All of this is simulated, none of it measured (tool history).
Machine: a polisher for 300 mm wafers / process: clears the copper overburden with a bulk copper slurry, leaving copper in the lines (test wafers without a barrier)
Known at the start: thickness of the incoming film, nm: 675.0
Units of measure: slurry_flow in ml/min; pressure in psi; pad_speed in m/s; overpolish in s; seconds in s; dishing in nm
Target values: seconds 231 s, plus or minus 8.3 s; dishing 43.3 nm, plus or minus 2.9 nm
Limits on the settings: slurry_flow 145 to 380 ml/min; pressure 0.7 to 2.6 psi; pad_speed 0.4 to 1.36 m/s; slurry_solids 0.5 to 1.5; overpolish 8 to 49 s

Run 1, day 0: slurry_flow 245 ml/min, pressure 1.6 psi, pad_speed 0.88 m/s, slurry_solids 1, overpolish 25 s. Result: seconds 156.29 s, dishing 61.276 nm.
Run 2, day 0.112: slurry_flow 245 ml/min, pressure 1.6 psi, pad_speed 0.88 m/s, slurry_solids 1, overpolish 16 s. Result: seconds 154.14 s, dishing 45.019 nm.
Run 3, day 0.171: slurry_flow 245 ml/min, pressure 1.6 psi, pad_speed 0.88 m/s, slurry_solids 1.15, overpolish 16 s. Result: seconds 151.54 s, dishing 47.366 nm.
Run 4, day 0.475: slurry_flow 245 ml/min, pressure 1.6 psi, pad_speed 0.98 m/s, slurry_solids 1.15, overpolish 16 s. Result: seconds 137.24 s, dishing 51.418 nm.
Run 5, day 0.821: slurry_flow 250 ml/min, pressure 1.3 psi, pad_speed 0.98 m/s, slurry_solids 1.15, overpolish 19 s. Result: seconds 169.64 s, dishing 47.891 nm.
Run 6, day 0.846: slurry_flow 250 ml/min, pressure 1.2 psi, pad_speed 0.98 m/s, slurry_solids 1.15, overpolish 20 s. Result: seconds 179.24 s, dishing 46.074 nm.
Run 7, day 1.221: slurry_flow 250 ml/min, pressure 1.1 psi, pad_speed 0.98 m/s, slurry_solids 1.15, overpolish 22 s. Result: seconds 198.24 s, dishing 46.458 nm.
Run 8, day 1.533: slurry_flow 250 ml/min, pressure 1.1 psi, pad_speed 0.98 m/s, slurry_solids 1.15, overpolish 22 s. Result: seconds 196.54 s, dishing 47.399 nm.
Run 9, day 1.571: slurry_flow 250 ml/min, pressure 1 psi, pad_speed 0.98 m/s, slurry_solids 1.15, overpolish 22 s. Result: seconds 214.34 s, dishing 42.782 nm.
Run 10, day 1.946: slurry_flow 245 ml/min, pressure 1 psi, pad_speed 0.98 m/s, slurry_solids 1.15, overpolish 23 s. Result: seconds 216.62 s, dishing 43.176 nm.
Run 11, day 2.2: slurry_flow 235 ml/min, pressure 1 psi, pad_speed 0.98 m/s, slurry_solids 1.15, overpolish 24 s. Result: seconds 217.01 s, dishing 43.8 nm.
Run 12, day 2.388: slurry_flow 235 ml/min, pressure 1 psi, pad_speed 0.98 m/s, slurry_solids 1.15, overpolish 24 s. Result: seconds 215.24 s, dishing 45.437 nm.
Run 13, day 2.629: slurry_flow 230 ml/min, pressure 1 psi, pad_speed 0.98 m/s, slurry_solids 1.15, overpolish 24 s. Result: seconds 217.33 s, dishing 46.643 nm.
Run 14, day 2.942: slurry_flow 230 ml/min, pressure 1 psi, pad_speed 0.98 m/s, slurry_solids 1.15, overpolish 24 s. Result: seconds 212.63 s, dishing 44.328 nm.
Run 15, day 3.275: slurry_flow 230 ml/min, pressure 0.9 psi, pad_speed 0.98 m/s, slurry_solids 1.15, overpolish 25 s. Result: seconds 242.63 s, dishing 42.533 nm.

Which one of the following 4 next-run settings gets every result inside its allowed miss? There is exactly one.
Run A, day 3.608: slurry_flow 175 ml/min, pressure 0.8 psi, pad_speed 1.22 m/s, slurry_solids 1.1, overpolish 25 s. Result: seconds ?, dishing ?.
Run B, day 3.608: slurry_flow 250 ml/min, pressure 0.9 psi, pad_speed 1.04 m/s, slurry_solids 1.05, overpolish 21 s. Result: seconds ?, dishing ?.
Run C, day 3.608: slurry_flow 245 ml/min, pressure 1.1 psi, pad_speed 0.86 m/s, slurry_solids 1, overpolish 20 s. Result: seconds ?, dishing ?.
Run D, day 3.608: slurry_flow 180 ml/min, pressure 1 psi, pad_speed 0.98 m/s, slurry_solids 1, overpolish 19 s. Result: seconds ?, dishing ?.

move  seconds  dishing
   A   228.37   42.822
   B   230.05   38.125
   C   231.87   37.342
   D   233.27   35.328
A: every result lands within tolerance
B: brings the last run's worst result on target, with another outside its allowed miss
C: brings the last run's worst result on target, with another outside its allowed miss
D: brings the last run's worst result on target, with another outside its allowed miss
Answer: A
